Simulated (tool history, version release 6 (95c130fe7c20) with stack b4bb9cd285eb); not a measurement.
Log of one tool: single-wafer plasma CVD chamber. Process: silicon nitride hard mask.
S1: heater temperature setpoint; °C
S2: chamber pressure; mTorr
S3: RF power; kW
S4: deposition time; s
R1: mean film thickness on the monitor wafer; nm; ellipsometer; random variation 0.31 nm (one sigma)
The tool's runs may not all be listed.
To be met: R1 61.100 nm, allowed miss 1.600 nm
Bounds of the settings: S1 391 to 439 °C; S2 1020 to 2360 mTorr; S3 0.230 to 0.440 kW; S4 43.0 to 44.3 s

run  hour   S1    S2     S3    S4      R1
  1   0.0  415  1690  0.335  43.0  50.028
  2   2.8  415  1780  0.350  43.2  52.381
  3   4.5  415  1780  0.350  44.3  54.081
  4   6.4  415  1860  0.360  44.3  55.460
  5   7.8  415  1860  0.360  43.0  53.654
  6  12.0  415  1860  0.360  44.3  55.375
  7  20.7  415  1920  0.370  44.3  56.403
  8  28.5  415  1960  0.380  44.3  57.967
  9  34.6  415  2000  0.385  44.3  58.672
 10  36.3  415  2030  0.390  44.3  58.700

Which of these 4 next moves meets every target?
  A  38.0  412  2070  0.440  44.3   ?
  B  38.0  420  2180  0.440  44.3   ?
  C  38.0  423  2360  0.440  43.4   ?
  D  38.0  414  2130  0.400  44.3   ?

move      R1
   A  63.445
   B  63.864
   C  63.511
   D  60.309
A: takes the result that was furthest off past its target
B: takes the result that was furthest off past its target
C: takes the result that was furthest off past its target
D: meets every target
Move D is the one to make.
